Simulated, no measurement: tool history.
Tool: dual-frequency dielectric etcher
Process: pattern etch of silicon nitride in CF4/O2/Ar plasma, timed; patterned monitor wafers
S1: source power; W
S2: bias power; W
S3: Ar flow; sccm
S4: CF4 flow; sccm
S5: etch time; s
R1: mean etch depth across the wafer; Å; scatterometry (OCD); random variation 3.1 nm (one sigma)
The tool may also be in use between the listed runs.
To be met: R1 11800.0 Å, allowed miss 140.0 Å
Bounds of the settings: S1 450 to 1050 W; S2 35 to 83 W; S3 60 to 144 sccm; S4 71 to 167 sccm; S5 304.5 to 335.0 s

| run | hour | S1 | S2 | S3 | S4 | S5 | R1 |
|---|---|---|---|---|---|---|---|
| 1 | 0.0 | 750 | 59 | 102 | 119 | 335.0 | 9626.4 |
| 2 | 2.4 | 800 | 59 | 102 | 119 | 335.0 | 10289.0 |
| 3 | 10.6 | 800 | 52 | 102 | 119 | 335.0 | 9735.2 |
| 4 | 16.4 | 860 | 52 | 102 | 119 | 335.0 | 10427.0 |
| 5 | 22.2 | 860 | 52 | 111 | 119 | 335.0 | 10391.0 |
| 6 | 24.3 | 780 | 52 | 111 | 119 | 335.0 | 9414.7 |
| 7 | 29.7 | 830 | 52 | 111 | 119 | 335.0 | 10016.0 |
|  | 31.5 | wet clean of the chamber |
| 8 | 31.5 | 870 | 52 | 111 | 119 | 335.0 | 10895.0 |
| 9 | 35.1 | 880 | 52 | 111 | 119 | 335.0 | 10917.0 |

Which of these 4 next moves meets every target?
| A | 38.7 | 980 | 52 | 99 | 119 | 326.5 | ? |
| B | 38.7 | 1020 | 51 | 132 | 110 | 325.0 | ? |
| C | 38.7 | 860 | 64 | 104 | 148 | 335.0 | ? |
| D | 38.7 | 910 | 73 | 120 | 110 | 318.5 | ? |

| move | R1 |
|---|---|
| A | 12022.0 |
| B | 11788.0 |
| C | 12072.0 |
| D | 12237.0 |
A: takes the result that was furthest off past its target
B: meets every target
C: takes the result that was furthest off past its target
D: takes the result that was furthest off past its target
The right move is B.
